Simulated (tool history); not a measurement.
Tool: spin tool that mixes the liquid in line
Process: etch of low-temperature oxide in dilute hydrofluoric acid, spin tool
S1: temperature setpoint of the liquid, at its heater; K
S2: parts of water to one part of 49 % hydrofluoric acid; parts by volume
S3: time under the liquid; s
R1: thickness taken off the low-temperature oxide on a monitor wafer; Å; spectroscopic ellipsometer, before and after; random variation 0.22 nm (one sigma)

run  hour      S1   S2  S3      R1
  1   0.0  295.15  215  70   91.68
  2   4.3  298.15  215  70  102.79
  3   6.8  300.15  215  70  111.43
  4  14.4  300.65  200  70  122.16
  5  20.0  300.65  230  70  102.88
  6  23.5  300.65  255  70   90.75
  7  26.4  300.65  235  70  100.32
  8  34.1  300.65  220  70  109.98
  9  35.4  303.15  130  70  224.04

Predict the results of run 10:
 10  37.9  303.15  130  70   ?

For run 10 the tool returned R1 228.99 Å.
